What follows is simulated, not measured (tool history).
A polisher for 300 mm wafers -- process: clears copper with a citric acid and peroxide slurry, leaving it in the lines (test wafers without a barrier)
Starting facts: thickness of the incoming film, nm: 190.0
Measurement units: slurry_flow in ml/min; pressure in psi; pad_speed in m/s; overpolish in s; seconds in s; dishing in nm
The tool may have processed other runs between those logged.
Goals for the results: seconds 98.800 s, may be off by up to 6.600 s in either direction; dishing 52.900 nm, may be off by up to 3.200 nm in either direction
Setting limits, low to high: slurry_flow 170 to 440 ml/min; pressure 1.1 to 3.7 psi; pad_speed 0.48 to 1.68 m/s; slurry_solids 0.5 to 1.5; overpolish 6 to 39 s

run  hour  slurry_flow  pressure  pad_speed  slurry_solids  overpolish  seconds  dishing
  1   0.0          280       2.4       1.08            1.0          20   88.854   35.524
  2   4.3          280       2.4       1.32            1.0          20   73.139   43.486
  3  12.4          280       2.2       1.32            1.0          23   75.402   45.547
  4  18.3          325       2.2       1.32            1.0          23   74.356   47.492
  5  24.0          325       2.6       1.32            1.0          23   67.410   51.523
  6  29.3          325       2.2       1.30            1.0          26   77.776   50.452
  7  31.8          325       2.0       1.28            1.0          28   82.544   50.076
  8  34.5          325       1.9       1.26            1.0          30   81.845   50.664
  9  40.1          335       1.7       1.24            1.0          33   89.904   54.002

Exercise: of the 4 proposed moves below, exactly one satisfies all targets within the stated allowed misses. Which move is it?
  A  45.7          370       2.1       1.04            1.0          31        ?        ?
  B  45.7          360       1.7       1.14            1.0          37        ?        ?
  C  45.7          320       1.8       1.36            1.1          31        ?        ?
  D  45.7          290       1.3       1.54            1.0          32        ?        ?

move  seconds  dishing
   A   93.326   47.691
   B   95.618   53.600
   C   77.989   54.869
   D   82.599   52.948
A: corrects the largest miss of the last run, while another result sits out of spec
B: meets every target
C: lands further from the targets than the last run did
D: lands further from the targets than the last run did
The right move is B.
